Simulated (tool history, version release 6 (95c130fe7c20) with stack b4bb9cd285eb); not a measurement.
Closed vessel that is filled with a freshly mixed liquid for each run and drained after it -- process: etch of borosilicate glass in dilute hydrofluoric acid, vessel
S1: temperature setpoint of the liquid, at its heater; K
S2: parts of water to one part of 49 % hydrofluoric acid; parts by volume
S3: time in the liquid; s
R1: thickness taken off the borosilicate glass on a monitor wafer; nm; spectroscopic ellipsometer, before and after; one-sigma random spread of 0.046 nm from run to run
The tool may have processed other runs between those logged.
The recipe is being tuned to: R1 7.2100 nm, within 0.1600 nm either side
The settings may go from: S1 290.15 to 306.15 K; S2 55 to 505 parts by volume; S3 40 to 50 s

Run 1, hour 0.0: S1 298.15 K, S2 280 parts by volume, S3 50 s. Result: R1 5.9789 nm.
Run 2, hour 8.7: S1 298.15 K, S2 190 parts by volume, S3 50 s. Result: R1 9.7523 nm.
Run 3, hour 13.3: S1 298.15 K, S2 140 parts by volume, S3 50 s. Result: R1 13.8710 nm.
Run 4, hour 16.8: S1 299.65 K, S2 140 parts by volume, S3 50 s. Result: R1 14.7680 nm.
At hour 22.0: thermometer replaced.
Run 5, hour 22.0: S1 298.65 K, S2 145 parts by volume, S3 50 s. Result: R1 14.4430 nm.
Run 6, hour 26.0: S1 297.65 K, S2 150 parts by volume, S3 50 s. Result: R1 13.3950 nm.
Run 7, hour 27.9: S1 297.15 K, S2 160 parts by volume, S3 50 s. Result: R1 12.0740 nm.
Run 8, hour 36.6: S1 296.15 K, S2 165 parts by volume, S3 50 s. Result: R1 11.1520 nm.

Exactly one of the 5 candidate moves below puts every result within its allowed miss. Which one?
Run A, hour 45.3: S1 297.65 K, S2 275 parts by volume, S3 50 s. Result: R1 ?.
Run B, hour 45.3: S1 296.15 K, S2 225 parts by volume, S3 40 s. Result: R1 ?.
Run C, hour 45.3: S1 298.65 K, S2 215 parts by volume, S3 40 s. Result: R1 ?.
Run D, hour 45.3: S1 298.65 K, S2 125 parts by volume, S3 50 s. Result: R1 ?.
Run E, hour 45.3: S1 295.65 K, S2 230 parts by volume, S3 40 s. Result: R1 ?.

move       R1
   A   6.4018
   B   6.2400
   C   7.2282
   D  17.2430
   E   5.9626
A: takes the result that was furthest off past its target
B: takes the result that was furthest off past its target
C: each result inside its tolerance
D: further off than the last run
E: takes the result that was furthest off past its target
The right move is C.

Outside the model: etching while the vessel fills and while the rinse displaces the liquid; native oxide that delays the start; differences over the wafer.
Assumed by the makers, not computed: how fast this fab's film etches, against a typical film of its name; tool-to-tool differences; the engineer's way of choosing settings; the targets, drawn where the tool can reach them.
